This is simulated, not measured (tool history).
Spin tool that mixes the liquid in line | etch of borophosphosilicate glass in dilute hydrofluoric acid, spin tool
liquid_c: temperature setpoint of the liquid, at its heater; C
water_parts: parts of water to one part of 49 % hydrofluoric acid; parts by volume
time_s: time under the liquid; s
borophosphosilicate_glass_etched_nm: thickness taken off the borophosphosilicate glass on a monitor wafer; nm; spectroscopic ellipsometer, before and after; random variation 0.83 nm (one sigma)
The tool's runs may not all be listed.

run,hour,liquid_c,water_parts,time_s,borophosphosilicate_glass_etched_nm
1,0.0,25.0,70,120,59.621
2,4.1,23.0,70,120,55.521
3,6.6,26.5,70,120,63.764
4,9.5,26.5,70,125,67.162
5,11.4,26.5,60,125,78.416
6,17.0,28.0,55,125,91.324
7,23.3,28.0,55,125,91.578
8,28.1,29.5,55,125,96.438
9,34.3,30.5,55,125,100.720
10,41.8,31.0,55,125,103.900
11,43.5,31.5,55,125,105.180
12,51.5,32.0,55,125,106.490
13,56.0,32.5,55,125,109.080
# hour 59.5: thermometer replaced
14,59.5,33.0,50,125,132.000
15,65.3,32.5,50,125,126.760

Run 16 comes next. What will it give?
16,71.9,32.0,50,125,?

borophosphosilicate_glass_etched_nm: 127.030 nm
